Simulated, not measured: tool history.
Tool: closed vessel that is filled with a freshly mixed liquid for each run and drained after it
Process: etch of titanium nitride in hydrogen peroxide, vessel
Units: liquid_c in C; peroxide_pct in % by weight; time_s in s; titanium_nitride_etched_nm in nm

run  hour  liquid_c  peroxide_pct  time_s  titanium_nitride_etched_nm
  1   0.0      49.0          15.5      60                      1.9895
  2   9.0      49.0          15.5      60                      2.0205
  3  12.6      49.0          15.5      60                      2.0232
  4  19.5      49.0          15.5      45                      1.5347
  5  27.1      49.0          15.5      60                      2.0267
  6  35.8      46.5          15.5      60                      1.6915

The next listed run, before its measurement:
  7  39.1      44.5          15.5      60                           ?

{"run 7": {"titanium_nitride_etched_nm": 1.4669}}
